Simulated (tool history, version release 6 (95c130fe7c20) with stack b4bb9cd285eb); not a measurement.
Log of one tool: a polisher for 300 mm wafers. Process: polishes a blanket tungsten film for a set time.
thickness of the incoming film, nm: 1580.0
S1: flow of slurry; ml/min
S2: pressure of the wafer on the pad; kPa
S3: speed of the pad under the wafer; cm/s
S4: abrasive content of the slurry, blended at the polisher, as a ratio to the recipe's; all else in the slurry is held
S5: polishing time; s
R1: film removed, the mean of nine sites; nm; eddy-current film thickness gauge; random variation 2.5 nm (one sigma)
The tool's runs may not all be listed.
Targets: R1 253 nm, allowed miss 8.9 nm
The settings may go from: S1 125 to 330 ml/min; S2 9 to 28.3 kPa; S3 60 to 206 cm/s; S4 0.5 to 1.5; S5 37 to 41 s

run,hour,S1,S2,S3,S4,S5,R1
1,0,210,18.6,132,1,41,188.53
2,3.8,210,19.3,132,1,41,197.19
3,6.4,210,15.2,132,1,41,159.02
4,8.6,210,15.2,132,1,41,160.96
5,12.9,170,15.2,132,1,41,155.19
6,15.5,175,16.5,132,1,41,167.38
7,19.1,175,17.9,132,1,41,177.68
8,27.1,180,18.6,132,1,41,179.92
9,28,190,19.3,132,1,41,190.72
10,34.8,245,24.1,134,1,41,235.49

5 next moves are on the table. One of them brings every result within its allowed miss. Which?
A,41.6,305,24.8,118,0.95,41,?
B,41.6,250,25.5,136,0.9,38,?
C,41.6,300,25.5,122,0.9,41,?
D,41.6,225,22.1,156,0.9,39,?
E,41.6,230,25.5,144,0.85,41,?

move,R1
A,225.12
B,230.78
C,232.92
D,231.03
E,254.45
A: further off than the last run
B: further off than the last run
C: further off than the last run
D: further off than the last run
E: meets every target
Move E is the one to make.
